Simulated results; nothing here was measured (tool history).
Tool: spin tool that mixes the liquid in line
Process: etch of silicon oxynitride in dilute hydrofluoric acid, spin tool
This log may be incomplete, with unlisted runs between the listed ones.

run  hour  temperature setpoint of the liquid (°C)  parts of water to one part of 49 % hydrofluoric acid (parts by volume)  time under the liquid (s)  thickness taken off the silicon oxynitride on a monitor wafer (angstrom)
  1     0                                       21                                                                      50                        295                                                                    329.38
  2   8.4                                       22                                                                      50                        295                                                                    341.93
  3   9.9                                       22                                                                      35                        295                                                                    495.37
  4  10.7                                     22.5                                                                      35                        295                                                                    504.72
  5  14.6                                     22.5                                                                      50                        295                                                                    349.45
  6  21.3                                     25.5                                                                      50                        295                                                                    406.06
     26.1  -- hydrofluoric acid flow meter replaced
  7  26.1                                       26                                                                      50                        295                                                                    370.74

Estimate the outcome of run 8 from the log above:
  8  33.7                                     26.5                                                                      45                        295                                                                         ?

thickness taken off the silicon oxynitride on a monitor wafer (angstrom): 428.11
